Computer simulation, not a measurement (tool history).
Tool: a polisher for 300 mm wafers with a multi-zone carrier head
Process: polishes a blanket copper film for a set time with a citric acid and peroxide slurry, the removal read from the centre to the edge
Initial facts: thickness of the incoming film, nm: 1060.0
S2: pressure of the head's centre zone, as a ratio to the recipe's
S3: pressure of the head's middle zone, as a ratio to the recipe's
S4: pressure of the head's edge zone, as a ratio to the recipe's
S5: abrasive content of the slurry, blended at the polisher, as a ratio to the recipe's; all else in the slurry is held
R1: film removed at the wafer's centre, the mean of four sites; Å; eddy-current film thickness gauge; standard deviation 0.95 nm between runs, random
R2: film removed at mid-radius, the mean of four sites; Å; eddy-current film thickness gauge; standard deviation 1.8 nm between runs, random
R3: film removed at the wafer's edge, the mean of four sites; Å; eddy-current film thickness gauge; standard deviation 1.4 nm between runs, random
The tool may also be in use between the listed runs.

Run 1, hour 0: flow of slurry (ml/min) 155, S2 1, S3 1, S4 1, S5 1, polishing time (s) 64. Result: R1 1474.7 Å, R2 1473.4 Å, R3 1447.6 Å.
Run 2, hour 4.3: flow of slurry (ml/min) 155, S2 1, S3 1, S4 0.96, S5 1, polishing time (s) 64. Result: R1 1486.2 Å, R2 1476.3 Å, R3 1436.7 Å.
Run 3, hour 6.8: flow of slurry (ml/min) 155, S2 1.07, S3 1, S4 0.96, S5 1, polishing time (s) 64. Result: R1 1597.6 Å, R2 1464 Å, R3 1434.6 Å.
Run 4, hour 8.3: flow of slurry (ml/min) 155, S2 1.04, S3 1, S4 0.96, S5 1, polishing time (s) 64. Result: R1 1542.1 Å, R2 1448.1 Å, R3 1435.5 Å.
Run 5, hour 14.3: flow of slurry (ml/min) 155, S2 1.09, S3 1, S4 0.96, S5 1, polishing time (s) 64. Result: R1 1609.7 Å, R2 1472.2 Å, R3 1406.4 Å.
Run 6, hour 21.7: flow of slurry (ml/min) 155, S2 1.09, S3 1, S4 0.96, S5 1.15, polishing time (s) 64. Result: R1 1660.8 Å, R2 1561.2 Å, R3 1447.3 Å.
Run 7, hour 26.6: flow of slurry (ml/min) 155, S2 1.09, S3 1, S4 0.96, S5 1.15, polishing time (s) 64. Result: R1 1670.7 Å, R2 1508.2 Å, R3 1463.1 Å.
Run 8, hour 28.8: flow of slurry (ml/min) 150, S2 1.06, S3 1.05, S4 0.93, S5 1, polishing time (s) 63. Result: R1 1541.6 Å, R2 1487 Å, R3 1387.2 Å.
At hour 37.3: slurry nozzle cleaned.
Run 9, hour 37.3: flow of slurry (ml/min) 150, S2 1.03, S3 1.09, S4 0.89, S5 0.95, polishing time (s) 61. Result: R1 1612.1 Å, R2 1648.9 Å, R3 1390.8 Å.

Run 10 comes next. What will it give?
Run 10, hour 45.5: flow of slurry (ml/min) 150, S2 1.03, S3 1.09, S4 0.89, S5 0.95, polishing time (s) 61. Result: R1 ?, R2 ?, R3 ?.

Run 10 yielded R1 1620.6 Å, R2 1637.7 Å, R3 1401.1 Å.
